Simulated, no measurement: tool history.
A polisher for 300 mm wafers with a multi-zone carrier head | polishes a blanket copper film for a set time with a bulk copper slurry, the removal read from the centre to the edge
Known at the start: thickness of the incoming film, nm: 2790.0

| run | hour | flow of slurry (ml/min) | pressure of the head's centre zone | pressure of the head's middle zone | pressure of the head's edge zone | abrasive content of the slurry | polishing time (s) | film removed at the wafer's centre (Å) | film removed at mid-radius (Å) | film removed at the wafer's edge (Å) |
|---|---|---|---|---|---|---|---|---|---|---|
| 1 | 0 | 240 | 1 | 1 | 1 | 1 | 38 | 4024.5 | 4218.7 | 4160.5 |
| 2 | 4.7 | 180 | 1 | 1 | 1 | 1 | 38 | 3832.3 | 3965.6 | 4062.3 |
| 3 | 10.5 | 200 | 1.03 | 1.02 | 0.96 | 1 | 38 | 4046 | 4129.5 | 4003.2 |
| 4 | 18.6 | 200 | 1.03 | 0.96 | 0.96 | 1 | 38 | 4106 | 3985.9 | 3935.4 |
| 5 | 22.4 | 220 | 1.03 | 0.98 | 0.92 | 1 | 38 | 4131.8 | 4080.8 | 3950.7 |
| 6 | 27.9 | 190 | 1.03 | 0.98 | 0.92 | 1 | 38 | 4031.3 | 3993.1 | 3879.7 |

The next listed run, before its measurement:
| 7 | 36.8 | 210 | 1.05 | 1.01 | 0.89 | 1 | 38 | ? | ? | ? |

film removed at the wafer's centre (Å): 4229.9
film removed at mid-radius (Å): 4090.2
film removed at the wafer's edge (Å): 3880.1
